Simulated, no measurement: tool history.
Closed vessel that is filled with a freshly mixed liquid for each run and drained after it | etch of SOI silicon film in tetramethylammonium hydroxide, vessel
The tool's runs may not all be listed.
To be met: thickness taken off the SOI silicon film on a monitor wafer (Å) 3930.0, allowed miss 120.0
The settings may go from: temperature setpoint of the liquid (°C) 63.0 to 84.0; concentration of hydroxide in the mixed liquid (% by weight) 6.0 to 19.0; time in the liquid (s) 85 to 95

| run | hour | temperature setpoint of the liquid (°C) | concentration of hydroxide in the mixed liquid (% by weight) | time in the liquid (s) | thickness taken off the SOI silicon film on a monitor wafer (Å) |
|---|---|---|---|---|---|
| 1 | 0.0 | 76.0 | 12.5 | 85 | 6883.6 |
| 2 | 3.2 | 73.0 | 12.5 | 85 | 5784.8 |
| 3 | 7.9 | 71.0 | 12.5 | 85 | 5199.6 |
| 4 | 11.0 | 69.5 | 12.5 | 85 | 4736.5 |
| 5 | 18.6 | 68.5 | 12.5 | 85 | 4479.6 |
| 6 | 25.7 | 68.5 | 11.5 | 85 | 4575.3 |
|  | 26.6 | thermometer replaced |
| 7 | 26.6 | 67.5 | 11.5 | 85 | 4821.8 |
| 8 | 30.5 | 66.0 | 11.5 | 85 | 4437.9 |
| 9 | 37.3 | 65.0 | 11.5 | 85 | 4133.3 |
| 10 | 38.5 | 64.5 | 11.5 | 85 | 4052.2 |

Which of these 4 next moves meets every target?
| A | 39.7 | 63.5 | 10.0 | 90 | ? |
| B | 39.7 | 63.5 | 12.0 | 90 | ? |
| C | 39.7 | 63.5 | 10.5 | 90 | ? |
| D | 39.7 | 64.5 | 12.5 | 90 | ? |

| move | thickness taken off the SOI silicon film on a monitor wafer (Å) |
|---|---|
| A | 4232.3 |
| B | 3964.0 |
| C | 4165.2 |
| D | 4141.3 |
A: further off than the last run
B: meets every target
C: further off than the last run
D: further off than the last run
Move B is the one to make.
